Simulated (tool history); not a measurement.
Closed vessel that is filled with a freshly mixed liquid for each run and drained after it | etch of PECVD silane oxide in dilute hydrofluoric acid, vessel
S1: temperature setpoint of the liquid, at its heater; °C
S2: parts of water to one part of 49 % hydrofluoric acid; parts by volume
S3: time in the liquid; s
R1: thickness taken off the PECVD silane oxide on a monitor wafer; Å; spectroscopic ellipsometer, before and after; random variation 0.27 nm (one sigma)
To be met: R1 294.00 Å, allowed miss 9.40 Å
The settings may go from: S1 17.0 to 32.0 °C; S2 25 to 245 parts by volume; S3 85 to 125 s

run,hour,S1,S2,S3,R1
1,0.0,24.0,135,125,123.10
2,8.8,24.0,90,125,194.88
3,9.6,25.0,90,125,200.52
4,10.1,26.5,90,125,218.39
5,11.9,27.5,90,125,223.55
6,13.5,27.5,90,125,226.12
7,20.0,31.5,75,125,324.43
8,22.9,31.0,75,125,308.18
9,24.4,30.5,75,125,305.62
10,33.0,30.5,75,125,307.48

Which of these 4 next moves meets every target?
A,41.6,31.5,80,125,?
B,41.6,29.0,45,85,?
C,41.6,30.5,70,125,?
D,41.6,32.0,75,125,?

move,R1
A,299.32
B,346.35
C,334.33
D,327.84
A: meets every target
B: further off than the last run
C: further off than the last run
D: further off than the last run
Answer: A
